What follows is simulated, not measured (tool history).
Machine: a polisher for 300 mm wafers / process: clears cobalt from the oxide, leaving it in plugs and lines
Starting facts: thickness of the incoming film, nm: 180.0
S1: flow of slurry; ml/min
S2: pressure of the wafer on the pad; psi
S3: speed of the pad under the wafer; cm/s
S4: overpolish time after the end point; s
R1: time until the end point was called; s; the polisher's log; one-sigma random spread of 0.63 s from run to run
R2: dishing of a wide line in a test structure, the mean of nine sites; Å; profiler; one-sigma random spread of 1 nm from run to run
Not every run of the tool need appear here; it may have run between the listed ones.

run,hour,S1,S2,S3,S4,R1,R2
1,0.0,290,1.2,98,27,78.183,406.44
2,8.9,290,1.2,80,27,94.741,345.31
3,17.7,290,1.3,82,27,86.363,364.84
4,18.7,290,1.3,62,27,111.590,321.48
5,24.3,320,1.3,62,27,108.020,318.91
6,28.0,320,1.3,62,38,110.650,372.53
7,31.1,320,1.4,66,37,97.543,413.53

For run 8, what comes out?
8,39.2,320,1.4,70,35,?,?

R1: 93.875 s
R2: 394.80 Å

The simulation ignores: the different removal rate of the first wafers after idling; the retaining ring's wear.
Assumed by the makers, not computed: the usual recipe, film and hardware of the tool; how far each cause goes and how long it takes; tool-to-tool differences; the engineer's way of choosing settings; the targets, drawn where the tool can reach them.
